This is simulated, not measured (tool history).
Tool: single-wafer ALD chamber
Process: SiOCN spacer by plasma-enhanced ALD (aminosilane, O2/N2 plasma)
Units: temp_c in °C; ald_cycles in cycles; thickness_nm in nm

Run 1, hour 0: temp_c 380 °C, ald_cycles 83 cycles. Result: thickness_nm 4.9734 nm.
Run 2, hour 4.7: temp_c 380 °C, ald_cycles 85 cycles. Result: thickness_nm 5.0704 nm.
Run 3, hour 9.6: temp_c 380 °C, ald_cycles 87 cycles. Result: thickness_nm 5.1798 nm.
Run 4, hour 15.7: temp_c 380 °C, ald_cycles 89 cycles. Result: thickness_nm 5.3255 nm.
Run 5, hour 18.1: temp_c 374 °C, ald_cycles 89 cycles. Result: thickness_nm 5.2537 nm.
Run 6, hour 19: temp_c 367 °C, ald_cycles 89 cycles. Result: thickness_nm 5.2981 nm.
Run 7, hour 23.4: temp_c 367 °C, ald_cycles 91 cycles. Result: thickness_nm 5.4136 nm.
Run 8, hour 31.5: temp_c 367 °C, ald_cycles 92 cycles. Result: thickness_nm 5.5013 nm.

Forecast run 9:
Run 9, hour 40.2: temp_c 367 °C, ald_cycles 93 cycles. Result: thickness_nm ?.

thickness_nm: 5.5491 nm
